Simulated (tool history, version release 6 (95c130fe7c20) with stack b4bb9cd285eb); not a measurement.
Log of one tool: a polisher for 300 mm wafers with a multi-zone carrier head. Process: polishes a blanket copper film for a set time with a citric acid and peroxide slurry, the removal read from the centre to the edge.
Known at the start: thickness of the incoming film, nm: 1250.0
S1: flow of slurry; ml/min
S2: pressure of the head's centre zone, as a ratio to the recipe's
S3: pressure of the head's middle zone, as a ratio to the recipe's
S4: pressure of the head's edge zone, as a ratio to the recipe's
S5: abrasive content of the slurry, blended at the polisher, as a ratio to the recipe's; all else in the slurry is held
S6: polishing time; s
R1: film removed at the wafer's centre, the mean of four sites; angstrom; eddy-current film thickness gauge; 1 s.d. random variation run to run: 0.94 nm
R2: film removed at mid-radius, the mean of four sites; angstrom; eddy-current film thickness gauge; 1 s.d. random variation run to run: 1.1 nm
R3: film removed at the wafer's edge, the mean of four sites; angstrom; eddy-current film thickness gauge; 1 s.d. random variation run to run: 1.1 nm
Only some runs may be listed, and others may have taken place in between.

| run | day | S1 | S2 | S3 | S4 | S5 | S6 | R1 | R2 | R3 |
|---|---|---|---|---|---|---|---|---|---|---|
| 1 | 0.000 | 265 | 1.00 | 1.00 | 1.00 | 1.00 | 65 | 1505.8 | 1499.1 | 1526.2 |
| 2 | 0.100 | 265 | 1.00 | 0.96 | 1.00 | 1.00 | 65 | 1526.1 | 1422.2 | 1521.5 |
| 3 | 0.392 | 265 | 1.06 | 0.96 | 1.00 | 1.00 | 65 | 1553.9 | 1442.8 | 1480.8 |
| 4 | 0.525 | 265 | 1.06 | 0.96 | 1.00 | 0.90 | 65 | 1542.9 | 1381.7 | 1471.9 |
| 5 | 0.854 | 265 | 1.06 | 1.01 | 1.00 | 0.90 | 65 | 1510.0 | 1445.5 | 1434.7 |
| 6 | 0.979 | 260 | 1.05 | 1.00 | 1.00 | 0.85 | 61 | 1419.6 | 1357.7 | 1337.4 |
| 7 | 1.333 | 255 | 1.03 | 0.97 | 1.01 | 0.80 | 57 | 1243.0 | 1171.6 | 1237.0 |
| 8 | 1.562 | 250 | 1.03 | 0.96 | 1.00 | 0.75 | 55 | 1190.2 | 1104.8 | 1164.4 |

Run 9 comes next. What will it give?
| 9 | 1.938 | 245 | 1.02 | 0.94 | 0.99 | 0.70 | 54 | ? | ? | ? |

{"run 9": {"R1": 1108.7, "R2": 1044.9, "R3": 1095.5}}

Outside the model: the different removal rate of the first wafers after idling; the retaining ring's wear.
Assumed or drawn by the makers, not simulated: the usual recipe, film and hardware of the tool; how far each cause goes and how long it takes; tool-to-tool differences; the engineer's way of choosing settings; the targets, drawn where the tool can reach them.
